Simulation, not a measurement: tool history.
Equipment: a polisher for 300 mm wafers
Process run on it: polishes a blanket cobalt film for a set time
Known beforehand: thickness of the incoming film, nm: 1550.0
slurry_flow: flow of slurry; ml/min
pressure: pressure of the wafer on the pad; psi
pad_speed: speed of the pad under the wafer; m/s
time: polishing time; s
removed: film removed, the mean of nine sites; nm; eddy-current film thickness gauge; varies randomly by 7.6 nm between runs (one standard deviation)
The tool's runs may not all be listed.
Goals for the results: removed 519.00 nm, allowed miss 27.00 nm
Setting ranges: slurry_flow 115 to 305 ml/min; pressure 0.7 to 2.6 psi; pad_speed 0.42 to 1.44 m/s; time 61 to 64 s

run	hour	slurry_flow	pressure	pad_speed	time	removed
1	0.0	195	1.6	0.92	61	282.73
2	3.3	195	1.9	0.94	61	335.73
3	10.2	195	1.9	1.04	61	363.83
4	15.8	175	1.9	1.04	61	357.01
5	21.3	180	2.1	1.06	61	398.91
6	26.3	180	2.3	1.06	61	427.42
7	32.9	185	2.4	1.08	61	467.52
8	40.2	190	2.5	1.08	61	486.73

5 next moves are on the table. One of them brings every result within its allowed miss. Which?
A	47.5	185	2.2	1.10	62	?
B	47.5	200	2.6	0.88	64	?
C	47.5	165	2.2	1.14	64	?
D	47.5	115	2.2	1.28	64	?
E	47.5	185	2.3	1.18	64	?

move	removed
A	439.46
B	441.43
C	459.89
D	472.33
E	505.40
A: further off than the last run
B: further off than the last run
C: further off than the last run
D: further off than the last run
E: all results land within tolerance of their targets
The right move is E.
